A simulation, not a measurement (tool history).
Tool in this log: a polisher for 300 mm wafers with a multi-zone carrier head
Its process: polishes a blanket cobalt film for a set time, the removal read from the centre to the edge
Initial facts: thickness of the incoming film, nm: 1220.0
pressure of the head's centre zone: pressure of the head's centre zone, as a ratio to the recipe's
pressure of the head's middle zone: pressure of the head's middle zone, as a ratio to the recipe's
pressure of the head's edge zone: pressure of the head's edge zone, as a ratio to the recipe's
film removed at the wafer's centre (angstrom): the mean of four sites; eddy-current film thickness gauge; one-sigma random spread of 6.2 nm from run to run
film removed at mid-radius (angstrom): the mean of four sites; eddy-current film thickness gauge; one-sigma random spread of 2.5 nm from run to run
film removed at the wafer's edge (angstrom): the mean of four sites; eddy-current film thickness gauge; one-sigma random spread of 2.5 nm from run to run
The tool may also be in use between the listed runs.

run,day,flow of slurry (ml/min),pressure of the head's centre zone,pressure of the head's middle zone,pressure of the head's edge zone,polishing time (s),film removed at the wafer's centre (angstrom),film removed at mid-radius (angstrom),film removed at the wafer's edge (angstrom)
1,0.000,220,1.00,1.00,1.00,47,2910.5,2856.7,2881.4
2,0.054,220,1.00,1.00,1.08,47,2812.1,2843.2,2945.7
3,0.333,220,1.06,1.00,1.08,47,3036.0,2829.2,2973.6
4,0.471,235,1.10,1.02,1.10,50,3290.0,3101.4,3210.2
5,0.675,235,1.10,1.02,1.10,43,2894.8,2665.0,2731.6
6,0.938,235,1.10,1.02,1.04,43,2898.6,2664.9,2692.6
7,1.067,270,1.17,1.03,1.14,56,4069.6,3571.4,3692.7
8,1.283,275,1.18,1.03,1.14,57,4252.1,3649.8,3738.8
9,1.433,280,1.18,1.03,1.15,57,4339.1,3619.1,3765.1

What does the tool deliver on the next run?
10,1.521,280,1.18,1.04,1.16,57,?,?,?

{"run 10": {"film removed at the wafer's centre (angstrom)": 4348.0, "film removed at mid-radius (angstrom)": 3666.1, "film removed at the wafer's edge (angstrom)": 3777.0}}
